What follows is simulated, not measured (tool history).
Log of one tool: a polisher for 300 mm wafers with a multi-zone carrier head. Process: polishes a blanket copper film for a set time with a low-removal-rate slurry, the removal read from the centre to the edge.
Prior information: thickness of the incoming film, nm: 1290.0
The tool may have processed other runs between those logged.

run,hour,flow of slurry (ml/min),pressure of the head's centre zone,pressure of the head's middle zone,pressure of the head's edge zone,abrasive content of the slurry,polishing time (s),film removed at the wafer's centre (angstrom),film removed at mid-radius (angstrom),film removed at the wafer's edge (angstrom)
1,0,140,1,1,1,1,85,2376.9,2486.1,2525.7
2,2.5,140,1,1,0.94,1,85,2415.7,2459.6,2438.2
3,10.7,135,0.98,0.97,0.95,1,85,2327.8,2412.6,2389.5
4,12.5,130,0.97,0.94,0.99,0.95,85,2265.9,2304.2,2433.8
5,18.7,115,0.97,0.94,0.99,0.95,85,2161.2,2217,2371.8
6,25.8,115,0.97,0.94,0.99,0.95,77,1932.7,2029.9,2152.9
7,30.7,115,0.97,0.93,1.01,0.95,77,1983.3,1982.1,2137.7

Expected results for the next run?
8,36.9,110,0.96,0.93,1.03,0.95,77,?,?,?

{"run 8": {"film removed at the wafer's centre (angstrom)": 1935.6, "film removed at mid-radius (angstrom)": 1952.2, "film removed at the wafer's edge (angstrom)": 2114.1}}
